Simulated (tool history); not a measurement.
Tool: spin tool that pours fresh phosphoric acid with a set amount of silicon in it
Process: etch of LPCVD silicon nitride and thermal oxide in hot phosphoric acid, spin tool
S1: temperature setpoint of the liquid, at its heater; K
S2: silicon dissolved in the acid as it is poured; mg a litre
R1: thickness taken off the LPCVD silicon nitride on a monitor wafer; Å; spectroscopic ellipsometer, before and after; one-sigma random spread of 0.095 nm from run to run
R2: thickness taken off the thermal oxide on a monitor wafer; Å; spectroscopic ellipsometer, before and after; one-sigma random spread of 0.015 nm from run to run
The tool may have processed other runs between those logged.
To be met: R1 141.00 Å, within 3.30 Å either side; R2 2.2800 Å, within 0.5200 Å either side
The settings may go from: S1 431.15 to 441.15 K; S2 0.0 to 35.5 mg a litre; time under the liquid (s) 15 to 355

{"run": 1, "hour": 0.0, "S1": 436.15, "S2": 15.5, "time under the liquid (s)": 180, "R1": 197.57, "R2": 3.8724}
{"run": 2, "hour": 4.0, "S1": 434.65, "S2": 15.5, "time under the liquid (s)": 180, "R1": 188.18, "R2": 3.6894}
{"run": 3, "hour": 6.5, "S1": 434.15, "S2": 16.5, "time under the liquid (s)": 175, "R1": 179.68, "R2": 3.3309}
{"run": 4, "hour": 8.3, "S1": 435.65, "S2": 16.5, "time under the liquid (s)": 175, "R1": 189.7, "R2": 3.8156}
{"run": 5, "hour": 13.1, "S1": 435.65, "S2": 16.5, "time under the liquid (s)": 225, "R1": 243.38, "R2": 4.9271}
{"run": 6, "hour": 21.5, "S1": 433.65, "S2": 16.5, "time under the liquid (s)": 225, "R1": 224.23, "R2": 4.2545}
{"run": 7, "hour": 26.3, "S1": 433.15, "S2": 17.0, "time under the liquid (s)": 215, "R1": 214.56, "R2": 4.0263}
{"run": 8, "hour": 29.2, "S1": 433.15, "S2": 17.5, "time under the liquid (s)": 205, "R1": 204.17, "R2": 3.3147}
{"run": 9, "hour": 30.5, "S1": 433.15, "S2": 17.0, "time under the liquid (s)": 195, "R1": 193.62, "R2": 3.1159}
{"run": 10, "hour": 31.8, "S1": 433.15, "S2": 16.0, "time under the liquid (s)": 190, "R1": 189.14, "R2": 3.1498}
{"run": 11, "hour": 36.8, "S1": 431.65, "S2": 15.0, "time under the liquid (s)": 135, "R1": 128.01, "R2": 2.005}
{"run": 12, "hour": 41.5, "S1": 432.15, "S2": 15.5, "time under the liquid (s)": 135, "R1": 129.47, "R2": 2.4446}
{"run": 13, "hour": 45.6, "S1": 432.15, "S2": 16.5, "time under the liquid (s)": 135, "R1": 128.45, "R2": 2.3577}
{"run": 14, "hour": 52.5, "S1": 432.15, "S2": 17.0, "time under the liquid (s)": 135, "R1": 131.3, "R2": 2.3313}
{"run": 15, "hour": 56.8, "S1": 432.15, "S2": 18.5, "time under the liquid (s)": 135, "R1": 128.68, "R2": 2.147}
{"run": 16, "hour": 57.4, "S1": 432.15, "S2": 19.0, "time under the liquid (s)": 135, "R1": 128.83, "R2": 1.8665}
{"run": 17, "hour": 57.9, "S1": 433.15, "S2": 19.0, "time under the liquid (s)": 135, "R1": 134.11, "R2": 2.484}

Which one of the following 5 next-run settings gets every result inside its allowed miss? There is exactly one.
{"run": "A", "hour": 58.4, "S1": 434.65, "S2": 21.5, "time under the liquid (s)": 135, "R1": "?", "R2": "?"}
{"run": "B", "hour": 58.4, "S1": 433.65, "S2": 14.5, "time under the liquid (s)": 130, "R1": "?", "R2": "?"}
{"run": "C", "hour": 58.4, "S1": 441.15, "S2": 7.0, "time under the liquid (s)": 110, "R1": "?", "R2": "?"}
{"run": "D", "hour": 58.4, "S1": 435.15, "S2": 14.5, "time under the liquid (s)": 120, "R1": "?", "R2": "?"}
{"run": "E", "hour": 58.4, "S1": 437.15, "S2": 14.0, "time under the liquid (s)": 110, "R1": "?", "R2": "?"}

move=A R1=141.59 R2=2.3262
move=B R1=131.86 R2=2.5156
move=C R1=142.84 R2=4.3509
move=D R1=127.97 R2=2.5934
move=E R1=125.34 R2=2.7854
A: all results land within tolerance of their targets
B: moves away from the targets compared with the last run
C: the furthest-off result lands on target, but another misses its tolerance
D: moves away from the targets compared with the last run
E: moves away from the targets compared with the last run
The right move is A.
